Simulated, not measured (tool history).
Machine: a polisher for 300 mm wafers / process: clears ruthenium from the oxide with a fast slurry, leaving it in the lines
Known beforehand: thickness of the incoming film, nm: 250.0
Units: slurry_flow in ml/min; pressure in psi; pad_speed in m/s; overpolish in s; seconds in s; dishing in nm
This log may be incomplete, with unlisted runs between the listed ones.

| run | day | slurry_flow | pressure | pad_speed | slurry_solids | overpolish | seconds | dishing |
|---|---|---|---|---|---|---|---|---|
| 1 | 0 | 135 | 3.5 | 1.18 | 1 | 29 | 47.457 | 63.696 |
| 2 | 0.133 | 135 | 3.5 | 1.18 | 1 | 24 | 46.992 | 58.007 |
| 3 | 0.317 | 135 | 2.8 | 1.18 | 1 | 24 | 59.537 | 55.191 |
| 4 | 0.638 | 105 | 2.8 | 1.18 | 1 | 24 | 63.208 | 54.879 |
| 5 | 0.717 | 120 | 3 | 1.18 | 1 | 20 | 56.048 | 49.255 |
| 6 | 0.883 | 125 | 3.1 | 1.18 | 1 | 19 | 54.77 | 47.576 |

What does the tool deliver on the next run?
|  | 1.25 | worn pad replaced by a new one |
| 7 | 1.25 | 130 | 3.2 | 1.18 | 1 | 18 | ? | ? |

For run 7 the tool returned seconds 47.185 s, dishing 49.178 nm.

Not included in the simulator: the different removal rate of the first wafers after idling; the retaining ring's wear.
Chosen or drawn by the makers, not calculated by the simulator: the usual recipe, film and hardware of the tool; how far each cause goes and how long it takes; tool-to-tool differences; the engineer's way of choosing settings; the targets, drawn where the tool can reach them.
